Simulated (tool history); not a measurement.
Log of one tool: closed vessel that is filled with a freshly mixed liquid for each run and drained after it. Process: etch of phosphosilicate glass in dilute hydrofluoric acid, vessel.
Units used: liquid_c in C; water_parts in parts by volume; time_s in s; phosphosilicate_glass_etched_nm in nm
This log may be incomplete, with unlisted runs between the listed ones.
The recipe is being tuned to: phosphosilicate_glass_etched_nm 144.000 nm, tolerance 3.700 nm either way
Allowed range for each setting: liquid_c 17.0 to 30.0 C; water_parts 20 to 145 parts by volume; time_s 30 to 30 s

| run | day | liquid_c | water_parts | time_s | phosphosilicate_glass_etched_nm |
|---|---|---|---|---|---|
| 1 | 0.000 | 22.0 | 80 | 30 | 67.337 |
| 2 | 0.258 | 22.0 | 80 | 30 | 66.501 |
| 3 | 0.533 | 22.0 | 80 | 30 | 67.173 |
| 4 | 0.875 | 22.0 | 95 | 30 | 55.008 |
| 5 | 0.917 | 20.0 | 95 | 30 | 50.834 |
| 6 | 1.167 | 23.0 | 80 | 30 | 69.706 |
| 7 | 1.475 | 25.0 | 70 | 30 | 87.167 |
| 8 | 1.696 | 26.5 | 65 | 30 | 100.970 |
| 9 | 2.017 | 27.5 | 60 | 30 | 114.870 |
| 10 | 2.075 | 30.0 | 50 | 30 | 153.770 |
|  | 2.167 | thermometer replaced |
| 11 | 2.167 | 29.5 | 50 | 30 | 164.960 |
| 12 | 2.254 | 28.5 | 50 | 30 | 159.910 |
| 13 | 2.371 | 27.5 | 50 | 30 | 153.640 |

4 next moves are on the table. One of them brings every result within its allowed miss. Which?
| A | 2.488 | 25.5 | 45 | 30 | ? |
| B | 2.488 | 26.0 | 45 | 30 | ? |
| C | 2.488 | 29.0 | 50 | 30 | ? |
| D | 2.488 | 28.5 | 55 | 30 | ? |

| move | phosphosilicate_glass_etched_nm |
|---|---|
| A | 158.670 |
| B | 161.940 |
| C | 163.190 |
| D | 144.380 |
A: the biggest miss grows against the last run
B: the biggest miss grows against the last run
C: the biggest miss grows against the last run
D: in spec on every target
The right move is D.
